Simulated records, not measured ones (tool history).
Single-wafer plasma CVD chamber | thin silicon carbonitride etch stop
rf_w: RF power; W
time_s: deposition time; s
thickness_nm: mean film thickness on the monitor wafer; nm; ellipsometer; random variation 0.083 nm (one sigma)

run,hour,rf_w,time_s,thickness_nm
1,0.0,235,21.5,11.526
2,1.0,250,21.5,11.771
3,7.6,250,24.1,13.275
4,12.2,280,24.1,13.782
5,19.2,310,24.1,14.407
6,27.9,310,24.1,14.261

The next listed run, before its measurement:
7,31.5,310,24.5,?

{"run 7": {"thickness_nm": 14.56}}

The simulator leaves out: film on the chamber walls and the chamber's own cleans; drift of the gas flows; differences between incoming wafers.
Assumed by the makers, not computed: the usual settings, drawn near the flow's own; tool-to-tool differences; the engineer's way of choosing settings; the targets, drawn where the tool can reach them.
